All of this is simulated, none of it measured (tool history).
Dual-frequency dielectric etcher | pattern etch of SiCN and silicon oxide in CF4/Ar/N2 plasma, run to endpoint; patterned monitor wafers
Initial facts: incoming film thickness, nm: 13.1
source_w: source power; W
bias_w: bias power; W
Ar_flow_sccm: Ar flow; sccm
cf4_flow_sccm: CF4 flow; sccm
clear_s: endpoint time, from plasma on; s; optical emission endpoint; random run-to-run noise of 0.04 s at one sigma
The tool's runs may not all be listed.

run	day	source_w	bias_w	Ar_flow_sccm	cf4_flow_sccm	clear_s
1	0	500	81	77	77	12.13
2	0.283	500	81	77	84	11.957
3	0.442	500	81	77	92	11.903
4	0.529	530	81	77	92	11.174
5	0.733	540	81	77	92	10.988
6	0.825	550	81	77	92	10.651
7	1	560	81	77	92	10.491
8	1.354	570	81	77	92	10.301

The next listed run, before its measurement:
9	1.642	580	81	77	92	?

Run 9 came out at clear_s 9.9607 s.

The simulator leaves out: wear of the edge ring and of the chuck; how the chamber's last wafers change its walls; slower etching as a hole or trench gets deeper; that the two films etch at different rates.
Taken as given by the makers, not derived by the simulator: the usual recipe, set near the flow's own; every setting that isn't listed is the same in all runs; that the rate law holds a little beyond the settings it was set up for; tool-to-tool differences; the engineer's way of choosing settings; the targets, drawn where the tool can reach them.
